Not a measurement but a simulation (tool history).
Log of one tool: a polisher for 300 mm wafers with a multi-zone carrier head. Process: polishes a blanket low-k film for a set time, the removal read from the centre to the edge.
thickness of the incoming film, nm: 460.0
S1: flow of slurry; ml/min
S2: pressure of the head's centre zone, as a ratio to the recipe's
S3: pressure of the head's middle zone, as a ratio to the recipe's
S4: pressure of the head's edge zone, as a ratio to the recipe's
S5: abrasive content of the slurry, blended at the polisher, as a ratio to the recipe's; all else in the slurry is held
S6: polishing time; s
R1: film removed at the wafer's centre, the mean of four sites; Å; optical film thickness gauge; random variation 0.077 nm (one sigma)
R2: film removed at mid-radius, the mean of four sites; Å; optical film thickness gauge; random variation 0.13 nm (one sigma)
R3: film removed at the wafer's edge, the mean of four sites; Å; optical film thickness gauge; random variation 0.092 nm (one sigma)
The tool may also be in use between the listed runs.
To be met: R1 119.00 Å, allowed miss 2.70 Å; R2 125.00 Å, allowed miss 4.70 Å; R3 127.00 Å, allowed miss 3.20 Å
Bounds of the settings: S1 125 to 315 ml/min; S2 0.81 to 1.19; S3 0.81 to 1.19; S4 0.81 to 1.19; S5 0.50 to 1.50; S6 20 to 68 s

run	hour	S1	S2	S3	S4	S5	S6	R1	R2	R3
1	0.0	205	1.00	1.00	1.00	1.00	44	253.08	255.78	252.46
2	7.9	200	0.98	0.98	0.97	0.90	41	217.29	216.71	225.32
3	16.4	200	0.98	0.99	0.95	0.85	38	195.42	198.24	198.26
4	21.7	200	0.98	0.99	0.95	0.70	38	179.23	180.35	183.82
5	29.3	200	0.98	0.93	0.95	0.70	38	178.45	171.47	182.51
6	36.6	200	0.97	0.93	0.93	0.65	36	162.34	156.47	165.17
7	43.0	200	0.95	0.93	0.91	0.60	35	147.43	145.43	154.07
8	44.9	200	0.94	0.93	0.89	0.60	35	146.84	146.77	150.64
9	47.3	200	0.92	0.92	0.88	0.60	35	143.19	145.97	149.50
10	54.6	170	0.87	0.88	0.81	0.50	31	104.59	108.43	115.24
11	62.4	185	0.87	0.88	0.82	0.50	31	107.36	110.49	116.23
12	66.3	195	0.87	0.89	0.83	0.50	31	108.34	112.35	117.75
13	68.4	205	0.87	0.90	0.84	0.50	31	110.06	114.63	118.41
14	71.8	210	0.87	0.91	0.86	0.50	31	109.86	115.72	119.01

5 next moves are on the table. One of them brings every result within its allowed miss. Which?
A	75.2	200	1.00	0.89	0.88	0.55	29	?	?	?
B	75.2	190	0.90	0.84	0.88	0.50	33	?	?	?
C	75.2	145	0.81	0.84	0.91	0.60	31	?	?	?
D	75.2	285	0.85	0.88	0.81	0.50	33	?	?	?
E	75.2	240	0.86	1.00	0.84	0.55	31	?	?	?

move	R1	R2	R3
A	124.37	111.80	119.06
B	119.88	114.44	128.11
C	104.87	112.12	129.32
D	120.32	125.60	128.54
E	117.72	135.32	126.89
A: takes the result that was furthest off past its target
B: brings the result that was furthest off to its target, and leaves another outside
C: further off than the last run
D: meets every target
E: brings the result that was furthest off to its target, and leaves another outside
Move D is the one to make.

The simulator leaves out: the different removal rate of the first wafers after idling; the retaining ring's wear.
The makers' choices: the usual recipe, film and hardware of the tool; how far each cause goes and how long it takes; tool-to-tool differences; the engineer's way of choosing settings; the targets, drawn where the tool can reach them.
